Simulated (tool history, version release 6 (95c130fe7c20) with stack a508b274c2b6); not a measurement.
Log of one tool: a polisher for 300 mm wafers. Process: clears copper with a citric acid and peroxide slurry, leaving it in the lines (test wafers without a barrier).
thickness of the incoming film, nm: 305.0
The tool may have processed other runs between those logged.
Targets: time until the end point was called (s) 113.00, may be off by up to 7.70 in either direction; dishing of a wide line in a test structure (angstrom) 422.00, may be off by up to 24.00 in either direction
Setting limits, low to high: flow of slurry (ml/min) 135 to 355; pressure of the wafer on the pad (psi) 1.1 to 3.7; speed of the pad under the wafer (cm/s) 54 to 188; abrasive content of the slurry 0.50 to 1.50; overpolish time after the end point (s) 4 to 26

| run | hour | flow of slurry (ml/min) | pressure of the wafer on the pad (psi) | speed of the pad under the wafer (cm/s) | abrasive content of the slurry | overpolish time after the end point (s) | time until the end point was called (s) | dishing of a wide line in a test structure (angstrom) |
|---|---|---|---|---|---|---|---|---|
| 1 | 0.0 | 225 | 2.4 | 120 | 1.00 | 13 | 126.10 | 234.55 |
| 2 | 3.6 | 225 | 2.5 | 120 | 1.00 | 15 | 122.30 | 275.01 |
| 3 | 7.1 | 225 | 2.5 | 106 | 1.00 | 15 | 133.75 | 248.48 |
| 4 | 8.4 | 225 | 2.8 | 106 | 1.00 | 15 | 116.73 | 277.89 |
| 5 | 10.5 | 225 | 2.8 | 108 | 1.00 | 16 | 118.54 | 296.30 |
| 6 | 12.2 | 225 | 2.8 | 108 | 0.85 | 16 | 125.66 | 276.22 |
| 7 | 14.4 | 225 | 2.8 | 110 | 0.85 | 17 | 123.77 | 309.06 |
| 8 | 17.0 | 225 | 2.8 | 110 | 0.85 | 17 | 124.87 | 296.59 |
| 9 | 25.9 | 225 | 3.1 | 110 | 0.85 | 21 | 112.15 | 399.57 |

Below are 5 possible settings for the next run. Only one of them brings all results inside the allowed miss of their targets. Which is it?
| A | 34.8 | 135 | 2.8 | 136 | 0.80 | 19 | ? | ? |
| B | 34.8 | 310 | 2.4 | 128 | 0.95 | 21 | ? | ? |
| C | 34.8 | 200 | 3.5 | 100 | 0.85 | 22 | ? | ? |
| D | 34.8 | 240 | 3.2 | 116 | 0.85 | 18 | ? | ? |
| E | 34.8 | 180 | 3.7 | 90 | 0.90 | 26 | ? | ? |

| move | time until the end point was called (s) | dishing of a wide line in a test structure (angstrom) |
|---|---|---|
| A | 109.24 | 374.33 |
| B | 115.06 | 384.98 |
| C | 109.89 | 427.39 |
| D | 101.70 | 383.39 |
| E | 114.62 | 475.19 |
A: the biggest miss grows against the last run
B: the biggest miss grows against the last run
C: in spec on every target
D: the biggest miss grows against the last run
E: takes the biggest miss from the last run beyond its target
The move that meets every target is C.
